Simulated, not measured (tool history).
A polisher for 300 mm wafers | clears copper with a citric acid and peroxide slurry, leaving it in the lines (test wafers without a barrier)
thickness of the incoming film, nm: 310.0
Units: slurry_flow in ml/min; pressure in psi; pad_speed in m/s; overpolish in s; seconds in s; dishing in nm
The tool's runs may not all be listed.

Run 1, hour 0.0: slurry_flow 155 ml/min, pressure 2.9 psi, pad_speed 1.18 m/s, slurry_solids 1.00, overpolish 17 s. Result: seconds 96.003 s, dishing 36.912 nm.
Run 2, hour 4.8: slurry_flow 155 ml/min, pressure 2.9 psi, pad_speed 1.18 m/s, slurry_solids 1.00, overpolish 18 s. Result: seconds 95.104 s, dishing 37.822 nm.
Run 3, hour 12.5: slurry_flow 155 ml/min, pressure 2.9 psi, pad_speed 1.18 m/s, slurry_solids 1.00, overpolish 19 s. Result: seconds 95.820 s, dishing 39.837 nm.
Run 4, hour 17.0: slurry_flow 155 ml/min, pressure 2.9 psi, pad_speed 1.00 m/s, slurry_solids 1.00, overpolish 19 s. Result: seconds 111.030 s, dishing 36.086 nm.
Run 5, hour 18.2: slurry_flow 155 ml/min, pressure 3.0 psi, pad_speed 1.00 m/s, slurry_solids 1.00, overpolish 20 s. Result: seconds 106.400 s, dishing 38.555 nm.
Run 6, hour 22.4: slurry_flow 155 ml/min, pressure 3.0 psi, pad_speed 1.00 m/s, slurry_solids 0.90, overpolish 20 s. Result: seconds 108.410 s, dishing 38.048 nm.
Run 7, hour 27.5: slurry_flow 155 ml/min, pressure 3.1 psi, pad_speed 1.00 m/s, slurry_solids 0.90, overpolish 21 s. Result: seconds 104.270 s, dishing 40.516 nm.

Forecast run 8:
Run 8, hour 36.0: slurry_flow 165 ml/min, pressure 3.3 psi, pad_speed 1.00 m/s, slurry_solids 0.95, overpolish 23 s. Result: seconds ?, dishing ?.

Run 8 gave seconds 97.049 s, dishing 46.502 nm.
